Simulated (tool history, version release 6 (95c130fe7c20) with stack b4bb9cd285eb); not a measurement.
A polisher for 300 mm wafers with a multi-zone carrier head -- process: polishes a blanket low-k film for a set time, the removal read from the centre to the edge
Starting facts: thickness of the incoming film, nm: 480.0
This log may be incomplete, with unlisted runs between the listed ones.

run,day,flow of slurry (ml/min),pressure of the head's centre zone,pressure of the head's middle zone,pressure of the head's edge zone,abrasive content of the slurry,polishing time (s),film removed at the wafer's centre (nm),film removed at mid-radius (nm),film removed at the wafer's edge (nm)
1,0,280,1,1,1,1,81,61.824,60.811,60.711
2,0.079,280,1,0.94,1,1,81,61.603,56.545,60.464
3,0.438,280,0.99,0.94,1.02,1.05,81,63.294,58.181,65.081
4,0.771,285,0.99,0.95,1.04,1.05,81,62.688,60.066,64.829
5,1.062,285,0.99,0.95,1.06,1.1,81,65.473,61.91,67.233
6,1.329,285,0.98,0.95,1.07,1.1,81,64.613,60.59,66.407

Estimate the outcome of run 7 from the log above:
7,1.438,285,0.96,0.95,1.08,1.15,81,?,?,?

film removed at the wafer's centre (nm): 64.802
film removed at mid-radius (nm): 63.765
film removed at the wafer's edge (nm): 68.683

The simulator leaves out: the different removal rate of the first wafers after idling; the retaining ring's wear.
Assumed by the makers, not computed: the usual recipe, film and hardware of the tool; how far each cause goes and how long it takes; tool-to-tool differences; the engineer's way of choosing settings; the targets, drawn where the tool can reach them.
